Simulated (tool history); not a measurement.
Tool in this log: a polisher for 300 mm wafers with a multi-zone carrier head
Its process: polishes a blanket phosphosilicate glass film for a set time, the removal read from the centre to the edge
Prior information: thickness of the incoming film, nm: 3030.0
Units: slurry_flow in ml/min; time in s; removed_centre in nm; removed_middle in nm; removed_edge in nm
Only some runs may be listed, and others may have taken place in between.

run 1 hour=0 | slurry_flow=145 centre_zone=1 middle_zone=1 edge_zone=1 slurry_solids=1 time=76 | removed_centre=428.06 removed_middle=380.73 removed_edge=382.69
run 2 hour=5.6 | slurry_flow=145 centre_zone=1 middle_zone=0.95 edge_zone=1 slurry_solids=1 time=76 | removed_centre=428.08 removed_middle=359.72 removed_edge=378.67
run 3 hour=11.1 | slurry_flow=145 centre_zone=1 middle_zone=0.95 edge_zone=0.92 slurry_solids=1 time=76 | removed_centre=417.2 removed_middle=360.42 removed_edge=383.17
run 4 hour=18.8 | slurry_flow=145 centre_zone=1 middle_zone=0.88 edge_zone=0.92 slurry_solids=1 time=76 | removed_centre=431.66 removed_middle=338.82 removed_edge=368.1
run 5 hour=22.7 | slurry_flow=145 centre_zone=0.93 middle_zone=0.88 edge_zone=0.92 slurry_solids=1 time=76 | removed_centre=388.25 removed_middle=340.8 removed_edge=382.1
run 6 hour=25.7 | slurry_flow=145 centre_zone=0.93 middle_zone=0.88 edge_zone=0.92 slurry_solids=1 time=68 | removed_centre=360.05 removed_middle=303 removed_edge=335.99
-- hour=29.7 centre zone pressure recalibrated
run 7 hour=29.7 | slurry_flow=150 centre_zone=0.93 middle_zone=0.92 edge_zone=0.92 slurry_solids=1.1 time=71 | removed_centre=338.94 removed_middle=349.76 removed_edge=364.34
run 8 hour=30.3 | slurry_flow=185 centre_zone=1.03 middle_zone=0.93 edge_zone=0.89 slurry_solids=1.35 time=93 | removed_centre=546.69 removed_middle=498.55 removed_edge=514.29
run 9 hour=39.3 | slurry_flow=185 centre_zone=1.02 middle_zone=0.95 edge_zone=0.9 slurry_solids=1.4 time=93 | removed_centre=546.62 removed_middle=516.35 removed_edge=527.71

What will run 10 give?
run 10 hour=46.3 | slurry_flow=185 centre_zone=1.01 middle_zone=0.97 edge_zone=0.91 slurry_solids=1.4 time=93 | removed_centre=? removed_middle=? removed_edge=?

{"run 10": {"removed_centre": 551.88, "removed_middle": 539.37, "removed_edge": 523.07}}
